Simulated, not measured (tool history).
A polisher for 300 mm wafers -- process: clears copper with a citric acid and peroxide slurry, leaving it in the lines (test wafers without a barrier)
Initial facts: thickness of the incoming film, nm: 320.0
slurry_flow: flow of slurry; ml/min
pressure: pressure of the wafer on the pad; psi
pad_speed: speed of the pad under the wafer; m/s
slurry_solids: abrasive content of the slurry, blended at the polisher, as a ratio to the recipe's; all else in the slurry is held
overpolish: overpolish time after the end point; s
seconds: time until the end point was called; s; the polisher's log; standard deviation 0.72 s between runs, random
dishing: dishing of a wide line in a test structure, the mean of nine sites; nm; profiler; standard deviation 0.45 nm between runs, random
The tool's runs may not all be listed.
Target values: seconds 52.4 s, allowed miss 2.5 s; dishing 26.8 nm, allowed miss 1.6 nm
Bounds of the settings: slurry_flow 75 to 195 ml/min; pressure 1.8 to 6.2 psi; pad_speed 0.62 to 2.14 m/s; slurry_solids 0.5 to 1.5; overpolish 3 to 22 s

| run | hour | slurry_flow | pressure | pad_speed | slurry_solids | overpolish | seconds | dishing |
|---|---|---|---|---|---|---|---|---|
| 1 | 0 | 125 | 4 | 1.38 | 1 | 11 | 74.352 | 32.527 |
| 2 | 5.1 | 110 | 4 | 1.38 | 1 | 11 | 76.622 | 31.422 |
| 3 | 9.3 | 110 | 4 | 1.38 | 0.85 | 11 | 81.712 | 30.861 |
| 4 | 16 | 110 | 4 | 1.38 | 0.95 | 11 | 77.102 | 31.452 |
| 5 | 24.7 | 120 | 4.3 | 1.38 | 1 | 9 | 70.627 | 29.638 |
| 6 | 33.5 | 120 | 4.3 | 1.38 | 0.8 | 9 | 75.443 | 27.215 |
| 7 | 36.9 | 120 | 4.3 | 1.38 | 0.8 | 9 | 77.21 | 27.071 |
| 8 | 41 | 125 | 4.8 | 1.4 | 0.8 | 8 | 68.477 | 27.701 |
| 9 | 46.6 | 130 | 5.2 | 1.42 | 0.8 | 7 | 59.741 | 27.265 |
| 10 | 48.1 | 135 | 5.4 | 1.42 | 0.8 | 7 | 58.664 | 27.899 |
| 11 | 52.3 | 135 | 6 | 1.44 | 0.8 | 5 | 51.658 | 22.965 |
| 12 | 53.4 | 135 | 5.7 | 1.5 | 0.8 | 7 | 51.901 | 30.652 |
| 13 | 60.6 | 130 | 5.7 | 1.5 | 0.8 | 7 | 54.447 | 30.196 |

Of the 4 settings listed for the next run, only one would bring every result within its allowed miss of target. Which one?
| A | 67.8 | 135 | 5.3 | 1.44 | 0.75 | 6 | ? | ? |
| B | 67.8 | 130 | 5.8 | 1.32 | 0.75 | 6 | ? | ? |
| C | 67.8 | 110 | 5.3 | 1.5 | 1.15 | 6 | ? | ? |
| D | 67.8 | 130 | 5.2 | 1.36 | 0.95 | 7 | ? | ? |

| move | seconds | dishing |
|---|---|---|
| A | 60.025 | 23.557 |
| B | 60.387 | 23.463 |
| C | 52.515 | 26.531 |
| D | 60.088 | 26.984 |
A: moves the result that the last run missed by most past its target, out the other side
B: moves the result that the last run missed by most past its target, out the other side
C: each result inside its tolerance
D: meets the target for the result that was furthest off, but another lies outside its allowed miss
Correct choice: C, which meets every target

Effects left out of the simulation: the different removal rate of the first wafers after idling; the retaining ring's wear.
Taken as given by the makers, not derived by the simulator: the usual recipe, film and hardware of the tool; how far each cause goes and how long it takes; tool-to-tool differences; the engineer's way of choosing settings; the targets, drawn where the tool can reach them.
